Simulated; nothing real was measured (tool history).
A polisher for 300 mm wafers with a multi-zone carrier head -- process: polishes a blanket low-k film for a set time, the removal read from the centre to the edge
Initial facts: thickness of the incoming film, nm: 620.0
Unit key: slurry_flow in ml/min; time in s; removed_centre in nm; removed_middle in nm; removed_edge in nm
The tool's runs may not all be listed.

run,hour,slurry_flow,centre_zone,middle_zone,edge_zone,slurry_solids,time,removed_centre,removed_middle,removed_edge
1,0,290,1,1,1,1,52,13.842,13.343,13.743
2,7.6,290,1,1.04,1,1,52,13.849,14.085,13.531
3,14.2,290,1,0.98,1,1,52,13.673,13.569,13.599
4,22.9,285,1,0.95,0.99,0.9,50,12.543,12.136,12.35
5,30.1,285,0.93,0.95,0.99,0.9,50,11.546,11.928,12.326
6,31.4,260,0.93,0.95,0.99,0.9,50,11.563,11.653,12.172
7,32.9,245,0.93,0.93,0.97,0.85,50,11.02,10.922,11.695
8,41.8,240,0.94,0.92,0.95,0.8,50,10.684,10.468,11.106
9,44.8,235,0.94,0.91,0.93,0.75,50,10.185,10.07,10.6
10,46.4,230,0.95,0.9,0.91,0.75,50,10.29,9.8794,10.349
11,48.6,225,0.95,0.89,0.89,0.75,50,10.219,9.5871,10.309

What will run 12 give?
12,51.9,255,0.96,0.89,0.84,0.5,48,?,?,?

removed_centre: 7.4039 nm
removed_middle: 7.027 nm
removed_edge: 7.1754 nm

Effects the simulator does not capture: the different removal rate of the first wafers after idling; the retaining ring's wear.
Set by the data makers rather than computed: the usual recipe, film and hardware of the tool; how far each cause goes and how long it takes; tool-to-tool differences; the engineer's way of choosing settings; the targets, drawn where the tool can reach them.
